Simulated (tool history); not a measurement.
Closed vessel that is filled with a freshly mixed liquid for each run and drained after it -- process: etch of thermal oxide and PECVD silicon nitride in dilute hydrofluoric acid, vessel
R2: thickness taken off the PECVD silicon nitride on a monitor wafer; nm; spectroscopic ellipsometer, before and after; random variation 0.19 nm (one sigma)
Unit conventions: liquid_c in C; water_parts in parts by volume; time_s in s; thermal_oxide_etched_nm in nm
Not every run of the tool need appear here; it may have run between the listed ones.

Run 1, hour 0: liquid_c 22 C, water_parts 255 parts by volume, time_s 1455 s. Result: thermal_oxide_etched_nm 24.244 nm, R2 9.8492 nm.
Run 2, hour 3.7: liquid_c 22 C, water_parts 255 parts by volume, time_s 835 s. Result: thermal_oxide_etched_nm 13.919 nm, R2 5.7034 nm.
Run 3, hour 6.4: liquid_c 18.5 C, water_parts 255 parts by volume, time_s 835 s. Result: thermal_oxide_etched_nm 12.161 nm, R2 4.5606 nm.
Run 4, hour 13.4: liquid_c 18.5 C, water_parts 255 parts by volume, time_s 1110 s. Result: thermal_oxide_etched_nm 15.862 nm, R2 6.0273 nm.
Run 5, hour 17.1: liquid_c 20.5 C, water_parts 255 parts by volume, time_s 1110 s. Result: thermal_oxide_etched_nm 17.309 nm, R2 6.8209 nm.
At hour 17.9: hydrofluoric acid flow meter replaced.
Run 6, hour 17.9: liquid_c 22 C, water_parts 215 parts by volume, time_s 1255 s. Result: thermal_oxide_etched_nm 23.13 nm, R2 9.2129 nm.
Run 7, hour 19.7: liquid_c 22.5 C, water_parts 180 parts by volume, time_s 1475 s. Result: thermal_oxide_etched_nm 33.898 nm, R2 13.29 nm.
Run 8, hour 22.2: liquid_c 23 C, water_parts 155 parts by volume, time_s 1620 s. Result: thermal_oxide_etched_nm 46.165 nm, R2 17.442 nm.
Run 9, hour 27.6: liquid_c 24 C, water_parts 135 parts by volume, time_s 1695 s. Result: thermal_oxide_etched_nm 57.599 nm, R2 22.49 nm.
Run 10, hour 31.7: liquid_c 24.5 C, water_parts 115 parts by volume, time_s 1745 s. Result: thermal_oxide_etched_nm 72.27 nm, R2 27.997 nm.
Run 11, hour 32.7: liquid_c 25 C, water_parts 100 parts by volume, time_s 1745 s. Result: thermal_oxide_etched_nm 86.429 nm, R2 33.286 nm.
Run 12, hour 34.6: liquid_c 25.5 C, water_parts 90 parts by volume, time_s 1715 s. Result: thermal_oxide_etched_nm 98.282 nm, R2 37.71 nm.
Run 13, hour 41.3: liquid_c 25.5 C, water_parts 85 parts by volume, time_s 1680 s. Result: thermal_oxide_etched_nm 102.05 nm, R2 38.966 nm.
Run 14, hour 45.6: liquid_c 26 C, water_parts 45 parts by volume, time_s 1670 s. Result: thermal_oxide_etched_nm 208.35 nm, R2 74.909 nm.
Run 15, hour 47.9: liquid_c 25.5 C, water_parts 50 parts by volume, time_s 1745 s. Result: thermal_oxide_etched_nm 192.2 nm, R2 67.943 nm.
Run 16, hour 53.8: liquid_c 25.5 C, water_parts 55 parts by volume, time_s 1790 s. Result: thermal_oxide_etched_nm 175.36 nm, R2 63.913 nm.
Run 17, hour 58.5: liquid_c 25 C, water_parts 60 parts by volume, time_s 1810 s. Result: thermal_oxide_etched_nm 161.01 nm, R2 56.833 nm.
Run 18, hour 65.1: liquid_c 25 C, water_parts 65 parts by volume, time_s 1825 s. Result: thermal_oxide_etched_nm 146.6 nm, R2 52.876 nm.
Run 19, hour 71.4: liquid_c 25 C, water_parts 70 parts by volume, time_s 1860 s. Result: thermal_oxide_etched_nm 138.76 nm, R2 50.226 nm.
Run 20, hour 75.3: liquid_c 25 C, water_parts 70 parts by volume, time_s 1870 s. Result: thermal_oxide_etched_nm 138.42 nm, R2 50.39 nm.
Run 21, hour 77: liquid_c 25 C, water_parts 70 parts by volume, time_s 1890 s. Result: thermal_oxide_etched_nm 140.22 nm, R2 51.437 nm.

Run 22 is up next; what results do you expect?
Run 22, hour 80.8: liquid_c 25 C, water_parts 70 parts by volume, time_s 1910 s. Result: thermal_oxide_etched_nm ?, R2 ?.

thermal_oxide_etched_nm: 140.51 nm
R2: 51.823 nm
